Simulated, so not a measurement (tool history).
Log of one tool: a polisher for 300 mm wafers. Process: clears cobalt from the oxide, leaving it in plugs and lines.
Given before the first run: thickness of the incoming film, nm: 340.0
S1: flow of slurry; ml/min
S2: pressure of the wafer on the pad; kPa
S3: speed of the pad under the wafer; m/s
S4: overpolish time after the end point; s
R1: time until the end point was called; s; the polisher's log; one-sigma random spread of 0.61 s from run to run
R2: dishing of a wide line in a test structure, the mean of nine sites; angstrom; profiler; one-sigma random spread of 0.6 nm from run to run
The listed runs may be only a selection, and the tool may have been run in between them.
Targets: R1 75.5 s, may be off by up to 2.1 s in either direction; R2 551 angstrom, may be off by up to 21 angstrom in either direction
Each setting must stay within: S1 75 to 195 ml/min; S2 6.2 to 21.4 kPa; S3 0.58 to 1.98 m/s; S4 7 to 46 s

{"run": 1, "hour": 0.0, "S1": 125, "S2": 13.8, "S3": 1.28, "S4": 24, "R1": 44.293, "R2": 575.28}
{"run": 2, "hour": 8.9, "S1": 105, "S2": 13.8, "S3": 1.28, "S4": 24, "R1": 46.196, "R2": 577.84}
{"run": 3, "hour": 13.8, "S1": 130, "S2": 13.8, "S3": 1.28, "S4": 24, "R1": 44.228, "R2": 584.06}
{"run": 4, "hour": 16.1, "S1": 155, "S2": 13.8, "S3": 1.28, "S4": 24, "R1": 43.259, "R2": 579.08}
{"run": 5, "hour": 21.0, "S1": 150, "S2": 11.7, "S3": 1.28, "S4": 25, "R1": 50.635, "R2": 573.52}
{"run": 6, "hour": 23.3, "S1": 150, "S2": 13.1, "S3": 1.28, "S4": 25, "R1": 45.172, "R2": 570.42}
{"run": 7, "hour": 25.1, "S1": 115, "S2": 9, "S3": 1.26, "S4": 24, "R1": 70.09, "R2": 516.54}
{"run": 8, "hour": 33.0, "S1": 110, "S2": 9, "S3": 1.26, "S4": 26, "R1": 69.95, "R2": 519.3}
{"run": 9, "hour": 41.7, "S1": 105, "S2": 9, "S3": 1.26, "S4": 29, "R1": 72.342, "R2": 539.06}
{"run": 10, "hour": 50.6, "S1": 100, "S2": 9, "S3": 1.26, "S4": 30, "R1": 71.593, "R2": 541.82}
{"run": 11, "hour": 54.4, "S1": 95, "S2": 9, "S3": 1.26, "S4": 31, "R1": 73.413, "R2": 537.21}
{"run": 12, "hour": 58.3, "S1": 95, "S2": 9, "S3": 1.26, "S4": 32, "R1": 73.329, "R2": 554.15}

Which single option among these 5 for the next run brings every result within its allowed miss of target? Just one does.
{"run": "A", "hour": 62.2, "S1": 95, "S2": 10.3, "S3": 1.16, "S4": 27, "R1": "?", "R2": "?"}
{"run": "B", "hour": 62.2, "S1": 95, "S2": 9, "S3": 1.4, "S4": 31, "R1": "?", "R2": "?"}
{"run": "C", "hour": 62.2, "S1": 80, "S2": 9.7, "S3": 1.32, "S4": 30, "R1": "?", "R2": "?"}
{"run": "D", "hour": 62.2, "S1": 95, "S2": 8.3, "S3": 1.38, "S4": 28, "R1": "?", "R2": "?"}
{"run": "E", "hour": 62.2, "S1": 105, "S2": 9, "S3": 1.18, "S4": 34, "R1": "?", "R2": "?"}

move=A R1=69.354 R2=539.35
move=B R1=66.279 R2=566.46
move=C R1=68.486 R2=557.28
move=D R1=72.539 R2=538.23
move=E R1=76.368 R2=560.98
A: its largest miss is bigger than the last run's
B: its largest miss is bigger than the last run's
C: its largest miss is bigger than the last run's
D: its largest miss is bigger than the last run's
E: each result inside its tolerance
Correct choice: E, which meets every target
